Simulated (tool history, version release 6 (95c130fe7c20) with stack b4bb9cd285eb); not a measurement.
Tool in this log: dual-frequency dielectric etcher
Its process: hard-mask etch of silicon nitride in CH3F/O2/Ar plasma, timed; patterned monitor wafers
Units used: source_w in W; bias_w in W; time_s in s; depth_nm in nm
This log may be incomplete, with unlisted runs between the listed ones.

Run 1, hour 0.0: source_w 390 W, bias_w 97 W, time_s 164.5 s. Result: depth_nm 131.16 nm.
Run 2, hour 2.8: source_w 440 W, bias_w 98 W, time_s 164.5 s. Result: depth_nm 137.85 nm.
Run 3, hour 9.2: source_w 470 W, bias_w 99 W, time_s 164.5 s. Result: depth_nm 142.21 nm.
Run 4, hour 13.0: source_w 490 W, bias_w 99 W, time_s 164.5 s. Result: depth_nm 143.85 nm.
Run 5, hour 20.7: source_w 510 W, bias_w 100 W, time_s 164.5 s. Result: depth_nm 147.40 nm.
Run 6, hour 24.7: source_w 510 W, bias_w 88 W, time_s 164.5 s. Result: depth_nm 138.09 nm.
Run 7, hour 27.0: source_w 520 W, bias_w 92 W, time_s 164.5 s. Result: depth_nm 142.94 nm.
Run 8, hour 31.0: source_w 530 W, bias_w 95 W, time_s 164.5 s. Result: depth_nm 144.97 nm.
Run 9, hour 35.2: source_w 540 W, bias_w 97 W, time_s 164.5 s. Result: depth_nm 147.64 nm.
Run 10, hour 41.9: source_w 540 W, bias_w 99 W, time_s 164.5 s. Result: depth_nm 149.36 nm.

Predict the results of run 11:
Run 11, hour 50.2: source_w 540 W, bias_w 100 W, time_s 164.5 s. Result: depth_nm ?.

{"run 11": {"depth_nm": 150.03}}

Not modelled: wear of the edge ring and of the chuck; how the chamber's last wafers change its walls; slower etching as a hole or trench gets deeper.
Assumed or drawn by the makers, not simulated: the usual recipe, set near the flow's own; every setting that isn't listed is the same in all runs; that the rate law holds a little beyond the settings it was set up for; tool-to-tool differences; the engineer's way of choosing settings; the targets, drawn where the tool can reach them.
